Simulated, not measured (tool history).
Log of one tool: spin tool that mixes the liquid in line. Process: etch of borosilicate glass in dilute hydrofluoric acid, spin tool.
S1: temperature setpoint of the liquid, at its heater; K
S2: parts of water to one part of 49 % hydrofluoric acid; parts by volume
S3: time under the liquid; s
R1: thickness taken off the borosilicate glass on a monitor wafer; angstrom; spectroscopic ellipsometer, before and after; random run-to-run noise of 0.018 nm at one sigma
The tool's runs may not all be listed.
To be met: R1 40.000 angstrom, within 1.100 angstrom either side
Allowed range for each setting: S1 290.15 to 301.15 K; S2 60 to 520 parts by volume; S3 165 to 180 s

run  hour      S1   S2   S3      R1
  1   0.0  293.15  290  165  71.686
  2   6.5  293.15  290  165  70.626
  3   9.7  292.65  315  165  62.918
  4  13.2  292.15  335  165  57.503
  5  21.1  292.15  380  165  48.740
  6  30.0  291.65  390  165  46.325
  7  37.7  291.15  395  165  44.775
  8  40.0  291.15  400  165  43.704
  9  46.0  291.15  400  165  43.718
 10  47.9  291.15  405  165  42.987
 11  54.6  291.15  410  165  42.133

4 candidate next runs follow, results not yet known. Just one meets every target within its allowed miss. Identify it.
  A  61.3  290.65  405  180   ?
  B  61.3  291.65  435  165   ?
  C  61.3  290.15  405  180   ?
  D  61.3  290.15  400  180   ?

move      R1
   A  46.336
   B  40.017
   C  45.512
   D  46.260
A: moves away from the targets compared with the last run
B: all results land within tolerance of their targets
C: moves away from the targets compared with the last run
D: moves away from the targets compared with the last run
The move that meets every target is B.

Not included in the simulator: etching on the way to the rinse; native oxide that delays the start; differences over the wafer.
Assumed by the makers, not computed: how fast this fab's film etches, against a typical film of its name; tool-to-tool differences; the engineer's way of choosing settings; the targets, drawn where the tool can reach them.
